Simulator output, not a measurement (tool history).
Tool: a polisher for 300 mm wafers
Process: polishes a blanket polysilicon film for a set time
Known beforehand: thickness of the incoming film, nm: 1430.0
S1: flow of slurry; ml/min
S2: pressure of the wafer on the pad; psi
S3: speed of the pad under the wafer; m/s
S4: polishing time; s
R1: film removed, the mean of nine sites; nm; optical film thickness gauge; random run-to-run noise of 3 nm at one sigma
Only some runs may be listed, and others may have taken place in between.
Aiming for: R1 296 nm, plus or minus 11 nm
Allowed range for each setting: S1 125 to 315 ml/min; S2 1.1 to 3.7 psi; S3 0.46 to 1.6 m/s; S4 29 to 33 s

run,hour,S1,S2,S3,S4,R1
1,0,205,2.4,1.02,33,228.25
2,5.7,205,2.8,1.02,33,254
3,14.5,205,2.9,1.02,33,259.73
4,20.6,175,2.9,1.02,33,254.13
5,22.4,175,2.9,1.02,33,256.97
6,23.7,140,2.9,1.02,33,241.75
7,32.5,155,3,1.02,33,250.99
8,41.2,165,3,1.02,33,260.73
9,46.6,175,3,1.02,33,263.11
10,49.1,180,3,1.02,33,263.11
11,54.8,180,3,1.02,33,262.58
12,57.8,185,3,1.02,33,267.69
13,60.7,190,3,1.02,33,267.6
14,69.7,195,3,1.02,33,266.15

Exactly one of the 4 candidate moves below puts every result within its allowed miss. Which one?
A,78.7,190,3.4,1.14,33,?
B,78.7,265,3.5,0.96,29,?
C,78.7,200,2.9,1.14,33,?
D,78.7,165,2.7,1.14,33,?

move,R1
A,326.95
B,266.93
C,290.47
D,260.85
A: takes the biggest miss from the last run beyond its target
B: roughly where the last run was
C: all results land within tolerance of their targets
D: moves away from the targets compared with the last run
Answer: C

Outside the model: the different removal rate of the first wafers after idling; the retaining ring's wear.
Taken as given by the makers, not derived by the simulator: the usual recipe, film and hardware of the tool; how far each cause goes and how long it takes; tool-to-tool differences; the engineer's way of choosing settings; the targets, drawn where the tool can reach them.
